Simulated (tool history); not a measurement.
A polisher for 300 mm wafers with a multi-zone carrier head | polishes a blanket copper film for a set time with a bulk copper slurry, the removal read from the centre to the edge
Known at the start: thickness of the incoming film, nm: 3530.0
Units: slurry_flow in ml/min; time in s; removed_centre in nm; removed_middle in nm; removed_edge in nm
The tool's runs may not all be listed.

run,day,slurry_flow,centre_zone,middle_zone,edge_zone,slurry_solids,time,removed_centre,removed_middle,removed_edge
1,0.000,150,1.00,1.00,1.00,1.0,38,389.58,390.04,392.91
2,0.333,150,1.00,0.95,1.00,1.0,38,394.71,372.10,392.13
3,0.700,150,1.01,0.96,0.98,1.0,38,396.67,369.39,389.71
4,0.842,150,1.02,0.98,0.96,1.0,38,401.81,382.98,384.65
5,1.138,150,1.02,0.99,0.95,1.0,38,402.26,382.27,383.05
6,1.417,150,0.95,0.99,0.95,1.0,38,373.49,389.21,384.67
7,1.562,150,0.96,1.00,0.94,1.0,38,374.75,394.89,379.18
8,1.808,150,0.97,1.01,0.93,1.0,38,380.63,400.41,380.75
9,1.892,150,0.98,1.01,0.92,1.0,38,389.49,389.56,374.66
10,2.117,150,0.98,1.02,0.91,1.0,38,393.57,395.97,370.65
11,2.421,150,0.98,1.03,0.90,1.0,38,394.80,390.63,372.62
12,2.575,150,0.98,1.04,0.89,1.0,38,378.59,408.70,369.62

Forecast run 13:
13,2.688,150,0.99,1.04,0.88,1.0,38,?,?,?

{"run 13": {"removed_centre": 391.92, "removed_middle": 417.06, "removed_edge": 371.74}}

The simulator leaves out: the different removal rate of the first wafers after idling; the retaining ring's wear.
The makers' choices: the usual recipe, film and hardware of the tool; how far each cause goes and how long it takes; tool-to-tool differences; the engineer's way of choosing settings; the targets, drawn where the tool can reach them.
